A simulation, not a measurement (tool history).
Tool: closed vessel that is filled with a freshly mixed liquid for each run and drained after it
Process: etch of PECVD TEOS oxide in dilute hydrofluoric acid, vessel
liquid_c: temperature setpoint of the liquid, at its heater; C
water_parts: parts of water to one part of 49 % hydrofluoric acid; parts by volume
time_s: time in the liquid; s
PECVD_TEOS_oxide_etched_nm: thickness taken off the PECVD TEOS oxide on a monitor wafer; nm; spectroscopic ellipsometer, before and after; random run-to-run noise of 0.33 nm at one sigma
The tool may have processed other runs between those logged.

run  hour  liquid_c  water_parts  time_s  PECVD_TEOS_oxide_etched_nm
  1     0        26          135     180                      12.857
  2   2.1        26          185     180                      8.9217
  3    11      24.5          185     180                      8.4657
  4  19.6        26          165     180                      10.238
  5  22.7        27          145     180                      12.313
  6    27        27          185     180                      9.1918
  7  33.8        28          165     180                       10.96
  8  39.3        29          145     180                       13.19
  9  40.5      29.5          130     180                      15.326
 10  46.7        30          115     180                       18.03
 11  48.1      30.5          105     180                      20.543
 12    55        31           95     180                      23.102
 13  62.9      31.5           85     180                      26.763
 14  68.3      31.5           85     180                      27.151
 15  74.2        32           80     180                       29.31
 16  81.7      32.5           75     180                      32.381
 17  86.4        34           35     180                      78.921
 18  86.9      32.5           35     180                      72.641

For run 19, what comes out?
 19  91.9      32.5           35     180                           ?

PECVD_TEOS_oxide_etched_nm: 72.917 nm
